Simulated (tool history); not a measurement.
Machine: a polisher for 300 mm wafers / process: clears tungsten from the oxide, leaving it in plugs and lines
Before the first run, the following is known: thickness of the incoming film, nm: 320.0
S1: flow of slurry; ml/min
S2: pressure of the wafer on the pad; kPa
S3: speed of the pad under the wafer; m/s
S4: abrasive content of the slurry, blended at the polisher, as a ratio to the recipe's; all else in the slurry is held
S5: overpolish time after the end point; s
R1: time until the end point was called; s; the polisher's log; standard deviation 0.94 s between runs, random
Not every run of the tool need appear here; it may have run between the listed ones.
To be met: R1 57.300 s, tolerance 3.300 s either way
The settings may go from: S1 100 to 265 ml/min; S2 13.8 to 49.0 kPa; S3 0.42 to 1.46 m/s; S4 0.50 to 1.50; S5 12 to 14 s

run 1 hour=0.0 | S1=170 S2=31.0 S3=0.94 S4=1.00 S5=14 | R1=74.044
run 2 hour=1.8 | S1=170 S2=31.0 S3=0.94 S4=1.10 S5=14 | R1=72.314
run 3 hour=3.3 | S1=155 S2=31.0 S3=0.94 S4=1.10 S5=14 | R1=71.775
run 4 hour=8.5 | S1=155 S2=31.0 S3=0.94 S4=1.10 S5=12 | R1=73.302
run 5 hour=9.7 | S1=155 S2=31.0 S3=0.94 S4=1.00 S5=12 | R1=74.873
run 6 hour=12.7 | S1=155 S2=31.0 S3=0.94 S4=1.00 S5=14 | R1=74.841
run 7 hour=20.4 | S1=155 S2=33.1 S3=0.94 S4=1.00 S5=14 | R1=72.375
run 8 hour=23.6 | S1=155 S2=35.9 S3=0.96 S4=1.00 S5=14 | R1=68.264
run 9 hour=26.4 | S1=155 S2=37.9 S3=0.98 S4=1.00 S5=14 | R1=62.729
run 10 hour=29.2 | S1=155 S2=39.3 S3=0.98 S4=1.00 S5=14 | R1=61.376
run 11 hour=30.9 | S1=155 S2=40.0 S3=0.98 S4=1.00 S5=14 | R1=60.532
run 12 hour=33.9 | S1=155 S2=40.7 S3=0.98 S4=1.00 S5=14 | R1=61.804

Pick the move, out of 4, that brings all results within their allowed miss; only one does.
run A hour=36.9 | S1=170 S2=42.1 S3=0.82 S4=1.00 S5=12 | R1=?
run B hour=36.9 | S1=155 S2=37.9 S3=0.94 S4=1.05 S5=12 | R1=?
run C hour=36.9 | S1=120 S2=49.0 S3=0.92 S4=1.10 S5=12 | R1=?
run D hour=36.9 | S1=165 S2=37.9 S3=0.92 S4=1.00 S5=12 | R1=?

move=A R1=69.667
move=B R1=66.126
move=C R1=58.503
move=D R1=67.644
A: the biggest miss grows against the last run
B: the biggest miss grows against the last run
C: in spec on every target
D: the biggest miss grows against the last run
Correct choice: C, which meets every target

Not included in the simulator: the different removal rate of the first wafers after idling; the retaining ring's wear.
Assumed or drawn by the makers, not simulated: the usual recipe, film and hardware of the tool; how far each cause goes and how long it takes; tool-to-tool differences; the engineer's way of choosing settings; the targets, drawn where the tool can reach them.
